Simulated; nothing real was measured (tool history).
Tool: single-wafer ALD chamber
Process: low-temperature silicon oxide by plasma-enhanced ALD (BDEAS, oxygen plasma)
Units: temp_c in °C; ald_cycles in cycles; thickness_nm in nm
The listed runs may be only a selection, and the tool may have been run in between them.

| run | hour | temp_c | ald_cycles | thickness_nm |
|---|---|---|---|---|
| 1 | 0 | 100 | 30 | 4.1533 |
| 2 | 2.5 | 100 | 33 | 4.5589 |
| 3 | 3.1 | 102 | 30 | 4.116 |
| 4 | 6.4 | 91 | 30 | 4.272 |
| 5 | 11 | 83 | 30 | 4.3367 |
| 6 | 12.4 | 92 | 30 | 4.2066 |

Run 7 is up next; what results do you expect?
| 7 | 19.9 | 94 | 28 | ? |

thickness_nm: 3.9401 nm

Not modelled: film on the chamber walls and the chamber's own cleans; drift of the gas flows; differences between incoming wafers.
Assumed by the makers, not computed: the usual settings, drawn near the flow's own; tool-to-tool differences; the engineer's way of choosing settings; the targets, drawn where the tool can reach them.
